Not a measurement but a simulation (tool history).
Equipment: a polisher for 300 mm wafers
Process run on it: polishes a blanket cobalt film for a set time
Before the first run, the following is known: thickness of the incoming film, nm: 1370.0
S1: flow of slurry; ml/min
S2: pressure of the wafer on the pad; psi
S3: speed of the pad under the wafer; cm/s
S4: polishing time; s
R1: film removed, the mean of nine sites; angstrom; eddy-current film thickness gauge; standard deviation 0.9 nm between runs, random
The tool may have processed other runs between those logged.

run 1 hour=0.0 | S1=300 S2=1.8 S3=76 S4=36 | R1=1316.60
run 2 hour=2.3 | S1=300 S2=1.7 S3=76 S4=36 | R1=1228.90
run 3 hour=5.5 | S1=300 S2=1.7 S3=62 S4=36 | R1=1010.70
run 4 hour=13.4 | S1=300 S2=1.4 S3=62 S4=36 | R1=835.51
run 5 hour=21.8 | S1=300 S2=1.4 S3=62 S4=32 | R1=739.71
run 6 hour=23.2 | S1=300 S2=1.5 S3=62 S4=32 | R1=782.17
run 7 hour=24.8 | S1=300 S2=1.6 S3=62 S4=32 | R1=829.10
run 8 hour=29.1 | S1=300 S2=1.7 S3=62 S4=32 | R1=896.42

Run 9 comes next. What will it give?
run 9 hour=33.6 | S1=300 S2=1.7 S3=62 S4=32 | R1=?

{"run 9": {"R1": 889.37}}

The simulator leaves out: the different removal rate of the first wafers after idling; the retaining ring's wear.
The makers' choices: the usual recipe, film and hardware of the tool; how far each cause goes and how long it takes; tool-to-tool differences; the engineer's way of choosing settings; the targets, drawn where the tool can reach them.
